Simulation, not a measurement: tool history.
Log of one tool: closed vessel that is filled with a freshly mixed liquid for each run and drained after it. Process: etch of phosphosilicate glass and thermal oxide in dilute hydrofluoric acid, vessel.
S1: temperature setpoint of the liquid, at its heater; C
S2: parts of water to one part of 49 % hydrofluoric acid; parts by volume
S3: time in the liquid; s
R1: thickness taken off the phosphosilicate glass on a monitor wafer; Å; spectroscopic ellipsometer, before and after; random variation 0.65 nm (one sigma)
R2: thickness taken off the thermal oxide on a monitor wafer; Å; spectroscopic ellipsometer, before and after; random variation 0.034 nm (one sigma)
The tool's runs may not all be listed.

run  hour    S1   S2  S3      R1      R2
  1   0.0  21.0   90  60  620.57  28.874
  2   0.6  21.5   90  60  636.74  29.616
  3   6.0  21.5   90  75  781.68  36.107
  4  14.0  21.0   90  75  777.35  35.463
  5  20.8  21.0  115  75  589.62  27.235
  6  23.7  18.5  115  75  526.25  24.107
  7  30.6  19.5  115  75  547.41  25.944

The next listed run, before its measurement:
  8  33.5  20.5  115  75   ?   ?

R1: 578.39 Å
R2: 27.104 Å
